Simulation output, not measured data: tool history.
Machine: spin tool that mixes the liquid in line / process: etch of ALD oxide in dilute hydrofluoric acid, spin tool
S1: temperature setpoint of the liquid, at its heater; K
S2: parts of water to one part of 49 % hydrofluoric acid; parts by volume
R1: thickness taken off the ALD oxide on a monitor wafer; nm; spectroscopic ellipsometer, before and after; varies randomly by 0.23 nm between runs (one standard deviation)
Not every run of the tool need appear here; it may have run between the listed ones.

run 1 hour=0 | S1=295.15 S2=190 time_under_the_liquid_(s)=285 | R1=15.482
run 2 hour=4.7 | S1=295.15 S2=130 time_under_the_liquid_(s)=285 | R1=24.355
run 3 hour=13.7 | S1=296.65 S2=130 time_under_the_liquid_(s)=285 | R1=25.627
run 4 hour=21.4 | S1=297.65 S2=130 time_under_the_liquid_(s)=285 | R1=26.673
run 5 hour=29.1 | S1=299.15 S2=130 time_under_the_liquid_(s)=285 | R1=28.254
run 6 hour=32 | S1=299.15 S2=130 time_under_the_liquid_(s)=285 | R1=28.656
run 7 hour=35 | S1=299.65 S2=130 time_under_the_liquid_(s)=285 | R1=28.693

What does the tool deliver on the next run?
run 8 hour=42.3 | S1=303.15 S2=130 time_under_the_liquid_(s)=285 | R1=?

R1: 32.845 nm
